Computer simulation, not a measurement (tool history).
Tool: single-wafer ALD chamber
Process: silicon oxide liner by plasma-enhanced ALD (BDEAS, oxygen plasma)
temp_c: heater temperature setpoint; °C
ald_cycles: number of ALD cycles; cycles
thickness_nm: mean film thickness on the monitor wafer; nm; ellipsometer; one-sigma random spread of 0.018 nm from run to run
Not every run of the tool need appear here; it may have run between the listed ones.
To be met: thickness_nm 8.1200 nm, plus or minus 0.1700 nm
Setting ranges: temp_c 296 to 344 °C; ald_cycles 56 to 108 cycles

{"run": 1, "hour": 0.0, "temp_c": 320, "ald_cycles": 82, "thickness_nm": 7.2068}
{"run": 2, "hour": 4.4, "temp_c": 330, "ald_cycles": 82, "thickness_nm": 7.0773}
{"run": 3, "hour": 11.5, "temp_c": 329, "ald_cycles": 84, "thickness_nm": 7.274}
{"run": 4, "hour": 14.1, "temp_c": 328, "ald_cycles": 86, "thickness_nm": 7.4514}
{"run": 5, "hour": 14.8, "temp_c": 327, "ald_cycles": 87, "thickness_nm": 7.5361}
{"run": 6, "hour": 16.0, "temp_c": 327, "ald_cycles": 88, "thickness_nm": 7.6381}
{"run": 7, "hour": 22.9, "temp_c": 327, "ald_cycles": 89, "thickness_nm": 7.7438}
{"run": 8, "hour": 29.2, "temp_c": 327, "ald_cycles": 90, "thickness_nm": 7.8286}
{"run": 9, "hour": 35.8, "temp_c": 327, "ald_cycles": 90, "thickness_nm": 7.8465}
{"run": 10, "hour": 36.4, "temp_c": 327, "ald_cycles": 90, "thickness_nm": 7.8069}
{"run": 11, "hour": 44.2, "temp_c": 327, "ald_cycles": 91, "thickness_nm": 7.8974}

5 candidate next runs follow, results not yet known. Just one meets every target within its allowed miss. Identify it.
{"run": "A", "hour": 52.0, "temp_c": 331, "ald_cycles": 89, "thickness_nm": "?"}
{"run": "B", "hour": 52.0, "temp_c": 327, "ald_cycles": 90, "thickness_nm": "?"}
{"run": "C", "hour": 52.0, "temp_c": 321, "ald_cycles": 87, "thickness_nm": "?"}
{"run": "D", "hour": 52.0, "temp_c": 328, "ald_cycles": 86, "thickness_nm": "?"}
{"run": "E", "hour": 52.0, "temp_c": 317, "ald_cycles": 92, "thickness_nm": "?"}

move=A thickness_nm=7.6563
move=B thickness_nm=7.7940
move=C thickness_nm=7.6090
move=D thickness_nm=7.4352
move=E thickness_nm=8.0991
A: its largest miss is bigger than the last run's
B: its largest miss is bigger than the last run's
C: its largest miss is bigger than the last run's
D: its largest miss is bigger than the last run's
E: every result within its allowed miss
Go with E: it meets all targets.
